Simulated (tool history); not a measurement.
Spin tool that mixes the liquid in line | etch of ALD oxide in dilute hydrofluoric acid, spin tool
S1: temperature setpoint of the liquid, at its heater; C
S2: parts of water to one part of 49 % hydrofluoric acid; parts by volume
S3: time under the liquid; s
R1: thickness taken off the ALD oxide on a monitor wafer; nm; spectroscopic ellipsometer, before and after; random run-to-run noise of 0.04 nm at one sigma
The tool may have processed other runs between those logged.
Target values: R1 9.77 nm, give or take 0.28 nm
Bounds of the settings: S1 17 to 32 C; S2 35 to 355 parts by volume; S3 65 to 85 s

run	hour	S1	S2	S3	R1
1	0	24	195	85	5.5611
2	6.6	22	195	85	5.1955
3	7.5	22	195	85	5.171
4	10.8	25	180	85	6.3911
5	16.9	27	170	85	7.344
6	19.4	28.5	165	85	8.1055
7	22.6	29.5	160	85	8.5916
8	27.8	30	160	85	8.8315
9	29	30.5	160	85	8.958
10	34.2	31	160	85	9.1434
11	35.9	31.5	160	85	9.2963

Exactly one of the 4 candidate moves below puts every result within its allowed miss. Which one?
A	37.6	26.5	125	85	?
B	37.6	32	145	85	?
C	37.6	32	125	65	?
D	37.6	30	140	85	?

move	R1
A	10.385
B	10.668
C	9.7319
D	10.355
A: takes the result that was furthest off past its target
B: takes the result that was furthest off past its target
C: every result lands within tolerance
D: takes the result that was furthest off past its target
Move C is the one to make.
